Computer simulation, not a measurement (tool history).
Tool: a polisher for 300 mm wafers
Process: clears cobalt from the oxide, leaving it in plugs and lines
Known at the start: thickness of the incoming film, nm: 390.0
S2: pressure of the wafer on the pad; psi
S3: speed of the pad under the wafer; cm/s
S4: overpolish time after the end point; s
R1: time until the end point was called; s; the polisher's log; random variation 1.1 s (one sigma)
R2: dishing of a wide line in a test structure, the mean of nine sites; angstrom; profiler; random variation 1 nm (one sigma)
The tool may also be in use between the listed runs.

run 1 hour=0.0 | flow_of_slurry_(ml/min)=265 S2=1.7 S3=100 S4=23 | R1=94.346 R2=544.09
run 2 hour=5.0 | flow_of_slurry_(ml/min)=265 S2=1.4 S3=100 S4=23 | R1=113.060 R2=501.04
run 3 hour=8.1 | flow_of_slurry_(ml/min)=315 S2=1.4 S3=100 S4=23 | R1=115.350 R2=508.36
run 4 hour=16.4 | flow_of_slurry_(ml/min)=315 S2=1.6 S3=102 S4=23 | R1=98.657 R2=525.95
run 5 hour=20.8 | flow_of_slurry_(ml/min)=315 S2=1.2 S3=102 S4=23 | R1=132.530 R2=455.63
run 6 hour=21.6 | flow_of_slurry_(ml/min)=260 S2=1.2 S3=102 S4=23 | R1=131.150 R2=450.64
run 7 hour=25.7 | flow_of_slurry_(ml/min)=260 S2=1.4 S3=104 S4=23 | R1=112.500 R2=512.36
run 8 hour=29.6 | flow_of_slurry_(ml/min)=260 S2=1.5 S3=104 S4=23 | R1=102.370 R2=531.45
run 9 hour=35.1 | flow_of_slurry_(ml/min)=260 S2=1.6 S3=104 S4=23 | R1=97.193 R2=533.38
run 10 hour=40.5 | flow_of_slurry_(ml/min)=260 S2=1.7 S3=104 S4=23 | R1=91.746 R2=536.86

Run 11 comes next. What will it give?
run 11 hour=49.2 | flow_of_slurry_(ml/min)=260 S2=1.8 S3=104 S4=24 | R1=? R2=?

{"run 11": {"R1": 83.928, "R2": 580.19}}
